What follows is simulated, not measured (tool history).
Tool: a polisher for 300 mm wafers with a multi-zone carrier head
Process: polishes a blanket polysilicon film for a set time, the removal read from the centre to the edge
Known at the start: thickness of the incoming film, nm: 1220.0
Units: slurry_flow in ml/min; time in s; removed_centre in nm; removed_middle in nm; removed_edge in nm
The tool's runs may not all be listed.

| run | hour | slurry_flow | centre_zone | middle_zone | edge_zone | time | removed_centre | removed_middle | removed_edge |
|---|---|---|---|---|---|---|---|---|---|
| 1 | 0.0 | 280 | 1.00 | 1.00 | 1.00 | 44 | 372.23 | 393.33 | 386.00 |
| 2 | 4.5 | 280 | 1.00 | 1.00 | 1.00 | 51 | 434.05 | 455.68 | 425.94 |
| 3 | 8.7 | 290 | 0.99 | 1.02 | 1.03 | 52 | 432.00 | 471.95 | 464.54 |
| 4 | 15.6 | 300 | 0.99 | 1.04 | 1.03 | 52 | 436.10 | 484.59 | 464.95 |
| 5 | 17.3 | 310 | 0.99 | 1.06 | 1.03 | 52 | 449.48 | 490.41 | 457.07 |
| 6 | 20.5 | 270 | 0.99 | 1.06 | 1.03 | 52 | 432.89 | 480.01 | 450.99 |
| 7 | 25.4 | 290 | 0.98 | 1.08 | 1.04 | 52 | 441.92 | 496.07 | 451.92 |

Forecast run 8:
| 8 | 33.0 | 305 | 0.97 | 1.09 | 1.06 | 52 | ? | ? | ? |

{"run 8": {"removed_centre": 432.81, "removed_middle": 501.8, "removed_edge": 464.1}}
